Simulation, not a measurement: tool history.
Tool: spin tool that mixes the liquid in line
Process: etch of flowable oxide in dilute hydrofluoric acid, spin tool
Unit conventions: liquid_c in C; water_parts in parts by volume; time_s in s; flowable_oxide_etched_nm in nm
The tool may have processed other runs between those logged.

Run 1, hour 0.0: liquid_c 22.0 C, water_parts 90 parts by volume, time_s 25 s. Result: flowable_oxide_etched_nm 16.2650 nm.
Run 2, hour 7.1: liquid_c 21.5 C, water_parts 95 parts by volume, time_s 25 s. Result: flowable_oxide_etched_nm 15.0890 nm.
Run 3, hour 14.2: liquid_c 21.5 C, water_parts 95 parts by volume, time_s 15 s. Result: flowable_oxide_etched_nm 8.9975 nm.
Run 4, hour 15.3: liquid_c 21.5 C, water_parts 95 parts by volume, time_s 25 s. Result: flowable_oxide_etched_nm 14.9670 nm.
Run 5, hour 18.6: liquid_c 21.0 C, water_parts 100 parts by volume, time_s 25 s. Result: flowable_oxide_etched_nm 13.7820 nm.
Run 6, hour 24.7: liquid_c 20.5 C, water_parts 105 parts by volume, time_s 25 s. Result: flowable_oxide_etched_nm 12.9420 nm.

Forecast run 7:
Run 7, hour 31.6: liquid_c 20.5 C, water_parts 110 parts by volume, time_s 25 s. Result: flowable_oxide_etched_nm ?.

flowable_oxide_etched_nm: 12.3790 nm

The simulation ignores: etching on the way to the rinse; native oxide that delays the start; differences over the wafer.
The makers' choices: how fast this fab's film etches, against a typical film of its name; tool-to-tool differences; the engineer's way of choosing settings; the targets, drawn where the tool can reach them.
